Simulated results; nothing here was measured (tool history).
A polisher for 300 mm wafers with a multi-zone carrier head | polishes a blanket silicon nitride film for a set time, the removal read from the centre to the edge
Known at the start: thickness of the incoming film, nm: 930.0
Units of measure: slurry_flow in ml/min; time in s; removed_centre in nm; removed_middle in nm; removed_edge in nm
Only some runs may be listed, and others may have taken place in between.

{"run": 1, "hour": 0.0, "slurry_flow": 265, "centre_zone": 1.0, "middle_zone": 1.0, "edge_zone": 1.0, "time": 59, "removed_centre": 133.21, "removed_middle": 126.71, "removed_edge": 121.61}
{"run": 2, "hour": 6.3, "slurry_flow": 255, "centre_zone": 1.0, "middle_zone": 0.96, "edge_zone": 1.01, "time": 55, "removed_centre": 124.55, "removed_middle": 113.71, "removed_edge": 115.37}
{"run": 3, "hour": 13.6, "slurry_flow": 250, "centre_zone": 1.0, "middle_zone": 0.93, "edge_zone": 1.0, "time": 52, "removed_centre": 115.98, "removed_middle": 103.54, "removed_edge": 110.35}
{"run": 4, "hour": 19.7, "slurry_flow": 245, "centre_zone": 1.01, "middle_zone": 0.91, "edge_zone": 0.98, "time": 49, "removed_centre": 110.21, "removed_middle": 97.161, "removed_edge": 98.079}
{"run": 5, "hour": 25.3, "slurry_flow": 240, "centre_zone": 1.02, "middle_zone": 0.89, "edge_zone": 0.99, "time": 47, "removed_centre": 106.42, "removed_middle": 90.519, "removed_edge": 98.079}
{"run": 6, "hour": 26.6, "slurry_flow": 305, "centre_zone": 1.02, "middle_zone": 0.89, "edge_zone": 0.99, "time": 47, "removed_centre": 109.38, "removed_middle": 92.982, "removed_edge": 99.825}
{"run": 7, "hour": 34.9, "slurry_flow": 300, "centre_zone": 1.02, "middle_zone": 0.88, "edge_zone": 0.99, "time": 45, "removed_centre": 101.8, "removed_middle": 89.296, "removed_edge": 95.559}
{"run": 8, "hour": 43.0, "slurry_flow": 290, "centre_zone": 1.03, "middle_zone": 0.87, "edge_zone": 0.99, "time": 44, "removed_centre": 101.9, "removed_middle": 84.831, "removed_edge": 93.962}
{"run": 9, "hour": 47.2, "slurry_flow": 285, "centre_zone": 1.03, "middle_zone": 0.86, "edge_zone": 0.99, "time": 43, "removed_centre": 100.28, "removed_middle": 82.161, "removed_edge": 90.82}
{"run": 10, "hour": 50.7, "slurry_flow": 280, "centre_zone": 1.03, "middle_zone": 0.85, "edge_zone": 0.99, "time": 42, "removed_centre": 95.992, "removed_middle": 80.151, "removed_edge": 88.136}
{"run": 11, "hour": 57.5, "slurry_flow": 235, "centre_zone": 1.09, "middle_zone": 0.81, "edge_zone": 1.07, "time": 38, "removed_centre": 90.201, "removed_middle": 67.819, "removed_edge": 81.616}
{"run": 12, "hour": 63.7, "slurry_flow": 240, "centre_zone": 1.09, "middle_zone": 0.82, "edge_zone": 1.07, "time": 38, "removed_centre": 88.512, "removed_middle": 69.968, "removed_edge": 83.098}
{"run": 13, "hour": 68.8, "slurry_flow": 245, "centre_zone": 1.1, "middle_zone": 0.82, "edge_zone": 1.07, "time": 38, "removed_centre": 92.724, "removed_middle": 68.94, "removed_edge": 82.714}
{"run": 14, "hour": 74.7, "slurry_flow": 250, "centre_zone": 1.1, "middle_zone": 0.82, "edge_zone": 1.07, "time": 38, "removed_centre": 93.035, "removed_middle": 69.801, "removed_edge": 82.536}

The next listed run, before its measurement:
{"run": 15, "hour": 77.1, "slurry_flow": 255, "centre_zone": 1.1, "middle_zone": 0.82, "edge_zone": 1.07, "time": 38, "removed_centre": "?", "removed_middle": "?", "removed_edge": "?"}

{"run 15": {"removed_centre": 93.628, "removed_middle": 69.756, "removed_edge": 82.662}}

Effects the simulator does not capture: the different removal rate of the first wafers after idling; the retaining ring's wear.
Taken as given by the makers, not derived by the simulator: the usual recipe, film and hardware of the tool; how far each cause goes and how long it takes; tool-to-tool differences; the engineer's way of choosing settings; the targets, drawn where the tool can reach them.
